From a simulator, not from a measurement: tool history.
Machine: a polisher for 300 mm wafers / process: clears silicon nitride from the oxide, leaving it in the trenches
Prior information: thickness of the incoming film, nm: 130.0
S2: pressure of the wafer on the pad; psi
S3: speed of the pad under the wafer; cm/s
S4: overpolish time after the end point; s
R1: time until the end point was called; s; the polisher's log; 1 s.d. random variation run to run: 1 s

run 1 hour=0.0 | flow_of_slurry_(ml/min)=165 S2=2.7 S3=92 S4=13 | R1=186.87
run 2 hour=9.0 | flow_of_slurry_(ml/min)=175 S2=3.0 S3=92 S4=13 | R1=170.51
run 3 hour=11.7 | flow_of_slurry_(ml/min)=175 S2=3.3 S3=92 S4=13 | R1=155.32
run 4 hour=12.9 | flow_of_slurry_(ml/min)=175 S2=3.3 S3=92 S4=13 | R1=156.46
run 5 hour=18.7 | flow_of_slurry_(ml/min)=175 S2=3.3 S3=92 S4=13 | R1=158.42
run 6 hour=25.5 | flow_of_slurry_(ml/min)=180 S2=3.5 S3=92 S4=13 | R1=150.10

Forecast run 7:
run 7 hour=32.1 | flow_of_slurry_(ml/min)=180 S2=3.7 S3=94 S4=13 | R1=?

{"run 7": {"R1": 140.29}}
